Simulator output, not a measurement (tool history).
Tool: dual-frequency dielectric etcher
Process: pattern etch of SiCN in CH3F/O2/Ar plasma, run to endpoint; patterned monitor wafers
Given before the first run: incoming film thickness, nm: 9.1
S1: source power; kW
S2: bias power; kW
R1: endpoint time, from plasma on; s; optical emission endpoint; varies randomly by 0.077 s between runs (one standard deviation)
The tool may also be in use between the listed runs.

| run | hour | S1 | S2 | R1 |
|---|---|---|---|---|
| 1 | 0.0 | 0.530 | 0.087 | 21.662 |
| 2 | 6.2 | 0.580 | 0.090 | 20.296 |
| 3 | 12.8 | 0.600 | 0.091 | 19.784 |
| 4 | 16.3 | 0.630 | 0.091 | 19.379 |
| 5 | 23.0 | 0.630 | 0.081 | 20.347 |
| 6 | 25.5 | 0.590 | 0.081 | 21.086 |
| 7 | 26.1 | 0.630 | 0.083 | 20.106 |

Run 8 comes next. What will it give?
| 8 | 31.7 | 0.650 | 0.084 | ? |

R1: 19.841 s
